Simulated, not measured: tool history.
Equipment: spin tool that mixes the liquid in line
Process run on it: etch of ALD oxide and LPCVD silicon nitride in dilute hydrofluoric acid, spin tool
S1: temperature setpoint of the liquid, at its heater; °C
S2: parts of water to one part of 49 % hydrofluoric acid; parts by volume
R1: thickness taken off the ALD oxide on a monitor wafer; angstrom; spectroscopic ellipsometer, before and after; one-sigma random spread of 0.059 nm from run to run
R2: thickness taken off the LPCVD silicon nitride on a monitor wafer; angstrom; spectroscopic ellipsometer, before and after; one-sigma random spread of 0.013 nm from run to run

Run 1, hour 0.0: S1 23.0 °C, S2 160 parts by volume, time under the liquid (s) 160. Result: R1 171.98 angstrom, R2 5.3814 angstrom.
Run 2, hour 1.0: S1 22.5 °C, S2 170 parts by volume, time under the liquid (s) 160. Result: R1 156.19 angstrom, R2 4.9287 angstrom.
Run 3, hour 6.7: S1 22.0 °C, S2 175 parts by volume, time under the liquid (s) 160. Result: R1 147.03 angstrom, R2 4.6710 angstrom.
Run 4, hour 13.4: S1 22.0 °C, S2 135 parts by volume, time under the liquid (s) 160. Result: R1 201.30 angstrom, R2 6.0810 angstrom.
Run 5, hour 18.4: S1 25.0 °C, S2 135 parts by volume, time under the liquid (s) 160. Result: R1 224.05 angstrom, R2 7.3073 angstrom.
Run 6, hour 21.2: S1 25.0 °C, S2 105 parts by volume, time under the liquid (s) 160. Result: R1 298.47 angstrom, R2 9.2611 angstrom.
Run 7, hour 27.1: S1 24.0 °C, S2 120 parts by volume, time under the liquid (s) 160. Result: R1 249.62 angstrom, R2 8.6611 angstrom.
Run 8, hour 29.1: S1 23.0 °C, S2 130 parts by volume, time under the liquid (s) 160. Result: R1 217.33 angstrom, R2 6.2153 angstrom.
Run 9, hour 30.0: S1 22.5 °C, S2 140 parts by volume, time under the liquid (s) 160. Result: R1 194.44 angstrom, R2 5.7889 angstrom.
At hour 31.3: thermometer replaced.
Run 10, hour 31.3: S1 22.0 °C, S2 150 parts by volume, time under the liquid (s) 160. Result: R1 162.28 angstrom, R2 5.0795 angstrom.

What will run 11 give?
Run 11, hour 39.6: S1 21.5 °C, S2 155 parts by volume, time under the liquid (s) 160. Result: R1 ?, R2 ?.

{"run 11": {"R1": 153.62, "R2": 4.2855}}

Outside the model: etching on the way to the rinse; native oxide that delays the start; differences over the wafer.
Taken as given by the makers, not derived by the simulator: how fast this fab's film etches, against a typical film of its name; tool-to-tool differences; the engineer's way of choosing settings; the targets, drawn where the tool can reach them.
